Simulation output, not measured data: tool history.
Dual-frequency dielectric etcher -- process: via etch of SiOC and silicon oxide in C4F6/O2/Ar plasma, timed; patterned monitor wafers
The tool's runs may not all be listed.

| run | hour | source power (kW) | bias power (kW) | etch time (s) | mean etch depth across the wafer (Å) |
|---|---|---|---|---|---|
| 1 | 0 | 0.46 | 0.211 | 123.5 | 1544.5 |
| 2 | 2.7 | 0.46 | 0.211 | 123.5 | 1527 |
| 3 | 4.4 | 0.43 | 0.207 | 123.5 | 1488.2 |
| 4 | 5.7 | 0.41 | 0.204 | 123.5 | 1458.4 |
| 5 | 9.1 | 0.39 | 0.201 | 123.5 | 1410.9 |
| 6 | 10.3 | 0.38 | 0.2 | 123.5 | 1400.5 |

The next listed run, before its measurement:
| 7 | 16.2 | 0.37 | 0.199 | 123.5 | ? |

Run 7 measured mean etch depth across the wafer (Å) 1383.2.
